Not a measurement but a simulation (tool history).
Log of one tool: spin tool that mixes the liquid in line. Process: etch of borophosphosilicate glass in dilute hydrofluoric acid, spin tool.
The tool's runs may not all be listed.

run	hour	temperature setpoint of the liquid (C)	parts of water to one part of 49 % hydrofluoric acid (parts by volume)	time under the liquid (s)	thickness taken off the borophosphosilicate glass on a monitor wafer (nm)
1	0	24	55	50	35.374
2	7.3	23	55	50	34.058
3	12.9	23	40	50	47.435
4	15.4	23	60	50	30.951
5	21.7	25	60	50	33.78
6	29.8	25	60	55	36.746
7	33.3	24	60	55	35.216
8	38	20	70	55	25.372
9	40.7	20	70	55	25.347
10	47.9	19.5	70	55	25.025

Run 11 comes next. What will it give?
11	49.7	19	70	55	?

Run 11 gave thickness taken off the borophosphosilicate glass on a monitor wafer (nm) 24.495.
